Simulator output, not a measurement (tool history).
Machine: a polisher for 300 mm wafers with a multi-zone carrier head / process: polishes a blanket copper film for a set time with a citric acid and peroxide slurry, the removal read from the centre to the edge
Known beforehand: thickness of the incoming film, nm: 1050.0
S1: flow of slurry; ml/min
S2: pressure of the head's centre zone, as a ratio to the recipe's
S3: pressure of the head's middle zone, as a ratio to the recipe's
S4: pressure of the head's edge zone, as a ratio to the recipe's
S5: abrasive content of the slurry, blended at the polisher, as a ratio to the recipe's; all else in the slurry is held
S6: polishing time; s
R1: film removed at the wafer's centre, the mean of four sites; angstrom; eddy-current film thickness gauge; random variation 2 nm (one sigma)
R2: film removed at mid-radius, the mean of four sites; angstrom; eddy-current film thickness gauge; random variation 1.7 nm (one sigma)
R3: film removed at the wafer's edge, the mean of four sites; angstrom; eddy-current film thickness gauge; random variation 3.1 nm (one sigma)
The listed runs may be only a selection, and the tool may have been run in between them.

run,day,S1,S2,S3,S4,S5,S6,R1,R2,R3
1,0,170,1,1,1,1,86,1699.4,1695.6,1724.1
2,0.183,170,1,1,0.96,1,86,1668.3,1697.6,1712.4
3,0.371,180,0.99,1.02,1,1.15,88,1777,1837.4,1862.5
4,0.429,195,1,1.05,1.03,1.25,88,1826.1,1896.8,1889.5
5,0.504,195,1,1.05,0.97,1.25,88,1825.5,1935.4,1890.9
6,0.758,195,1,1.05,0.97,1.25,73,1528.6,1597.6,1520.8
# day 0.783: worn pad replaced by a new one
7,0.783,195,1,1.05,0.97,1.25,73,1643.9,1738.7,1648.8

Run 8 is up next; what results do you expect?
8,0.808,195,1,1.05,0.98,1.3,80,?,?,?

{"run 8": {"R1": 1845.5, "R2": 1912, "R3": 1865.1}}

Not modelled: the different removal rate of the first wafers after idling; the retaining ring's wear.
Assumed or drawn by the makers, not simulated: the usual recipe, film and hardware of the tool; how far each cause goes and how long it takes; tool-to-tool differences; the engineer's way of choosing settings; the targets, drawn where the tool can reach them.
